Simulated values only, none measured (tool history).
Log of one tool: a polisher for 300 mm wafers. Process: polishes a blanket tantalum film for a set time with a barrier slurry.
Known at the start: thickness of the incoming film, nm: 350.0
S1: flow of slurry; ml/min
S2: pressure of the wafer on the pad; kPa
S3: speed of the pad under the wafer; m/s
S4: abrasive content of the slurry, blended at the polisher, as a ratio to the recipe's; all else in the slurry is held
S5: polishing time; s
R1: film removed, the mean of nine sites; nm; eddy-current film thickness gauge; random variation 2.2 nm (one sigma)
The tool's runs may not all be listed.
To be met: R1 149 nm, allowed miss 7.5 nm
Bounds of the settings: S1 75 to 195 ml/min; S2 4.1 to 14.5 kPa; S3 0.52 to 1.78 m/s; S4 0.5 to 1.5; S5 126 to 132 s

{"run": 1, "hour": 0.0, "S1": 125, "S2": 9, "S3": 1.14, "S4": 1, "S5": 126, "R1": 193.88}
{"run": 2, "hour": 5.0, "S1": 125, "S2": 10.3, "S3": 1.14, "S4": 1, "S5": 126, "R1": 209.66}
{"run": 3, "hour": 11.3, "S1": 125, "S2": 10.3, "S3": 1.14, "S4": 0.85, "S5": 126, "R1": 208.61}
{"run": 4, "hour": 15.1, "S1": 125, "S2": 12.4, "S3": 1.14, "S4": 0.85, "S5": 126, "R1": 236.29}
{"run": 5, "hour": 16.9, "S1": 125, "S2": 11, "S3": 1.12, "S4": 0.85, "S5": 126, "R1": 209.81}
{"run": 6, "hour": 18.0, "S1": 125, "S2": 10.3, "S3": 1.1, "S4": 0.85, "S5": 126, "R1": 192.12}
{"run": 7, "hour": 20.2, "S1": 125, "S2": 9.7, "S3": 1.1, "S4": 0.85, "S5": 126, "R1": 187.18}
{"run": 8, "hour": 28.2, "S1": 115, "S2": 6.9, "S3": 1.06, "S4": 0.85, "S5": 126, "R1": 135.09}
{"run": 9, "hour": 30.7, "S1": 120, "S2": 6.9, "S3": 1.06, "S4": 0.85, "S5": 126, "R1": 134.95}

4 next moves are on the table. One of them brings every result within its allowed miss. Which?
{"run": "A", "hour": 33.2, "S1": 125, "S2": 9, "S3": 1.04, "S4": 0.8, "S5": 132, "R1": "?"}
{"run": "B", "hour": 33.2, "S1": 115, "S2": 7.6, "S3": 1.16, "S4": 0.85, "S5": 132, "R1": "?"}
{"run": "C", "hour": 33.2, "S1": 110, "S2": 6.2, "S3": 1.16, "S4": 0.9, "S5": 132, "R1": "?"}
{"run": "D", "hour": 33.2, "S1": 120, "S2": 9, "S3": 1.02, "S4": 0.9, "S5": 128, "R1": "?"}

move=A R1=170.65
move=B R1=166.72
move=C R1=144.2
move=D R1=166.14
A: takes the result that was furthest off past its target
B: takes the result that was furthest off past its target
C: meets every target
D: takes the result that was furthest off past its target
The right move is C.
